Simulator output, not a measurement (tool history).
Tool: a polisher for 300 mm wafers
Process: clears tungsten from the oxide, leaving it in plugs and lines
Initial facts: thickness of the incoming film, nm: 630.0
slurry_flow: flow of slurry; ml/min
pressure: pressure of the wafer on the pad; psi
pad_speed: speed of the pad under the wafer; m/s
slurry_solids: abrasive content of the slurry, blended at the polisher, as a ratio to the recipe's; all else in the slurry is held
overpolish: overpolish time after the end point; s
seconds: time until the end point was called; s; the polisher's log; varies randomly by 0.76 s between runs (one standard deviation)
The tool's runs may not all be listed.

run	hour	slurry_flow	pressure	pad_speed	slurry_solids	overpolish	seconds
1	0.0	290	3.7	1.34	1.0	33	101.760
2	1.7	260	3.7	1.34	1.0	33	105.810
3	8.5	285	4.1	1.34	1.0	33	93.154
4	13.6	285	4.1	1.34	1.0	35	94.742
5	21.9	295	4.5	1.34	1.0	35	86.256
6	30.3	295	4.5	1.34	1.0	33	84.704
7	35.2	295	5.5	1.36	1.0	33	71.360

Predict the results of run 8:
8	41.8	300	5.6	1.36	1.0	33	?

seconds: 71.329 s
